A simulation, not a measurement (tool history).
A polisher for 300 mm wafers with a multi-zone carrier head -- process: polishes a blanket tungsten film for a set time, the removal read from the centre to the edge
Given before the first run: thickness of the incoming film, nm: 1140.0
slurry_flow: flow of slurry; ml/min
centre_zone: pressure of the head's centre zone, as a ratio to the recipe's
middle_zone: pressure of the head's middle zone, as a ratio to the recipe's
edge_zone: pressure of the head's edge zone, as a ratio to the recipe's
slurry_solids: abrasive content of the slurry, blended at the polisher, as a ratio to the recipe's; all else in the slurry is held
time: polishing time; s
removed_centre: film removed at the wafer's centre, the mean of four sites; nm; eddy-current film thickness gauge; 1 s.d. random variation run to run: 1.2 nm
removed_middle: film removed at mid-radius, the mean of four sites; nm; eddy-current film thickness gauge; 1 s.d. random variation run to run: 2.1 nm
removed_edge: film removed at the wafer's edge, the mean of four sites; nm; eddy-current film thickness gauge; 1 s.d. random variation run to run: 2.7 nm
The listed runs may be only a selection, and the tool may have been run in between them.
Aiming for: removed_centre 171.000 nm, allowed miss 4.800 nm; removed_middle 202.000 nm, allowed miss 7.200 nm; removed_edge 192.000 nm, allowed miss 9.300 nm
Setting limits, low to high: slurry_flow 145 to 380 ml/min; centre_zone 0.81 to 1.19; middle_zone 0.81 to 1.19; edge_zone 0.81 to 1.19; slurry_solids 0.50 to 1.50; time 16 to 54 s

run  hour  slurry_flow  centre_zone  middle_zone  edge_zone  slurry_solids  time  removed_centre  removed_middle  removed_edge
  1   0.0          245         1.00         1.00       1.00           1.00    35         132.340         134.410       127.110
  2   2.3          245         1.00         0.92       1.00           1.00    35         130.880         125.250       127.410
  3   3.6          245         1.00         0.92       1.00           1.00    26          97.218          93.951        94.591
  4   8.5          245         1.00         0.87       1.00           1.00    26          98.267          88.962        91.515
  5  14.3          250         1.01         0.96       1.05           1.15    30         116.560         114.850       115.870
  6  15.2          255         1.01         1.02       1.09           1.25    33         130.860         136.450       129.110
  7  24.2          245         0.98         1.03       1.11           1.30    36         139.760         147.580       141.150
  8  28.5          255         0.95         1.04       1.13           1.35    39         147.560         168.190       155.140
  9  29.5          255         0.94         1.03       1.15           1.40    41         156.720         175.870       166.220
 10  34.5          260         0.93         1.03       1.16           1.45    42         159.830         180.400       175.390
 11  42.1          270         0.93         1.04       1.17           1.45    43         163.730         188.320       178.990
 12  47.9          270         0.92         1.04       1.18           1.45    44         165.630         191.280       178.950

Consider the 4 candidate settings below. Which is the only one whose results all fall within their allowed miss of target?
  A  53.7          375         0.89         1.02       1.16           1.50    45               ?               ?             ?
  B  53.7          235         0.83         1.13       1.16           1.35    48               ?               ?             ?
  C  53.7          250         0.92         1.06       1.17           1.30    44               ?               ?             ?
  D  53.7          255         0.96         1.05       1.18           1.45    46               ?               ?             ?

move  removed_centre  removed_middle  removed_edge
   A         172.170         199.260       188.920
   B         158.730         216.110       189.650
   C         161.590         187.570       174.460
   D         180.770         199.330       187.600
A: hits every target within its allowed miss
B: the result that was furthest off in the last run now lies on the other side of its target
C: its largest miss is bigger than the last run's
D: corrects the largest miss of the last run, while another result sits out of spec
A is the move that brings every result within its allowed miss.

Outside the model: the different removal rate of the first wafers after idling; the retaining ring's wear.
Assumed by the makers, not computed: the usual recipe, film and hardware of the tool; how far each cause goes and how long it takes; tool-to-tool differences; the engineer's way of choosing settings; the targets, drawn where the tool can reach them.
